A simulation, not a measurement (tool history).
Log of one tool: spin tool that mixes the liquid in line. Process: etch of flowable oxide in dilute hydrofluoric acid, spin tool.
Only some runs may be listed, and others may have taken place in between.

run	hour	temperature setpoint of the liquid (C)	parts of water to one part of 49 % hydrofluoric acid (parts by volume)	time under the liquid (s)	thickness taken off the flowable oxide on a monitor wafer (Å)
1	0.0	23.0	70	35	153.50
2	3.9	22.5	70	35	148.91
3	11.2	24.0	70	35	157.94
4	15.7	24.0	70	35	159.06
5	20.0	23.0	70	35	152.60
6	22.7	22.5	70	35	149.92

Run 7, settings as shown, results not yet in. Your forecast:
7	26.0	22.0	70	35	?

{"run 7": {"thickness taken off the flowable oxide on a monitor wafer (Å)": 146.61}}
